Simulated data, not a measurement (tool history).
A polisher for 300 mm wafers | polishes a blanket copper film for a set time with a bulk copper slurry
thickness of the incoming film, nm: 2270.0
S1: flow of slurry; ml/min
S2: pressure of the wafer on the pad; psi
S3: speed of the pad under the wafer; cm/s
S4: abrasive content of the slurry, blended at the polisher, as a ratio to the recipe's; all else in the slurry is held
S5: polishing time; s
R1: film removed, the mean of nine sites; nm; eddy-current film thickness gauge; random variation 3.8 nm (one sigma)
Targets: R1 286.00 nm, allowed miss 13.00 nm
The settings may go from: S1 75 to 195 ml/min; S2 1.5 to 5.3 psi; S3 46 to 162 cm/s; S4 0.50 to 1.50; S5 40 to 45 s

run,hour,S1,S2,S3,S4,S5,R1
1,0.0,125,3.4,104,1.00,45,437.72
2,2.9,125,3.4,104,1.00,45,438.88
3,5.2,125,3.4,124,1.00,45,537.94
4,11.9,125,3.4,124,1.15,45,546.31
5,14.0,125,3.4,100,1.15,45,439.64
6,14.9,125,2.9,100,1.15,45,371.94
7,23.5,125,2.8,100,1.15,45,352.85
8,26.6,125,2.7,100,1.15,45,357.36
9,32.5,125,2.6,100,1.15,45,335.37
10,34.2,125,2.5,100,1.15,45,330.10
11,36.7,125,2.4,100,1.15,45,314.60
12,44.0,120,2.3,100,1.15,45,296.52

4 next moves are on the table. One of them brings every result within its allowed miss. Which?
A,51.3,135,2.0,110,1.40,45,?
B,51.3,105,2.7,96,1.45,41,?
C,51.3,120,2.7,92,1.25,40,?
D,51.3,120,2.4,102,1.25,44,?

move,R1
A,303.66
B,306.55
C,287.60
D,312.20
A: further off than the last run
B: further off than the last run
C: meets every target
D: further off than the last run
Move C is the one to make.

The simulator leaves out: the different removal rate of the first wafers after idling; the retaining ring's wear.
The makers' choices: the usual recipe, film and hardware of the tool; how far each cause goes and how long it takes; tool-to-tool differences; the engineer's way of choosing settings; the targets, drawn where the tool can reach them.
